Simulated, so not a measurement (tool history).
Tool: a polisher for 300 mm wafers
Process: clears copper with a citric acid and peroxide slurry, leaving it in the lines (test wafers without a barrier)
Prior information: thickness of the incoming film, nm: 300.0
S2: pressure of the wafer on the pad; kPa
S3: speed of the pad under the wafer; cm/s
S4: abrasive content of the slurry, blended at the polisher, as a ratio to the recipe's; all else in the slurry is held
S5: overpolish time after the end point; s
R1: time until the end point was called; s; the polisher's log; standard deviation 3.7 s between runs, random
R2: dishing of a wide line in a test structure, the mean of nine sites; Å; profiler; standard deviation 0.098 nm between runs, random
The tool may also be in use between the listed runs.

{"run": 1, "day": 0.0, "flow of slurry (ml/min)": 215, "S2": 21.4, "S3": 126, "S4": 1, "S5": 9, "R1": 140.01, "R2": 138.87}
{"run": 2, "day": 0.367, "flow of slurry (ml/min)": 215, "S2": 21.4, "S3": 110, "S4": 1, "S5": 9, "R1": 159.82, "R2": 125.17}
{"run": 3, "day": 0.442, "flow of slurry (ml/min)": 215, "S2": 21.4, "S3": 110, "S4": 1, "S5": 6, "R1": 164.58, "R2": 85.094}
{"run": 4, "day": 0.558, "flow of slurry (ml/min)": 215, "S2": 20.7, "S3": 110, "S4": 1, "S5": 6, "R1": 160.73, "R2": 85.631}
{"run": 5, "day": 0.829, "flow of slurry (ml/min)": 215, "S2": 20, "S3": 110, "S4": 1, "S5": 6, "R1": 169.08, "R2": 82.461}
{"day": 0.938, "done": "worn pad replaced by a new one"}
{"run": 6, "day": 0.938, "flow of slurry (ml/min)": 215, "S2": 20, "S3": 110, "S4": 1, "S5": 7, "R1": 155.22, "R2": 101.33}

Estimate the outcome of run 7 from the log above:
{"run": 7, "day": 1.254, "flow of slurry (ml/min)": 215, "S2": 20, "S3": 104, "S4": 1, "S5": 7, "R1": "?", "R2": "?"}

R1: 165.95 s
R2: 95.488 Å
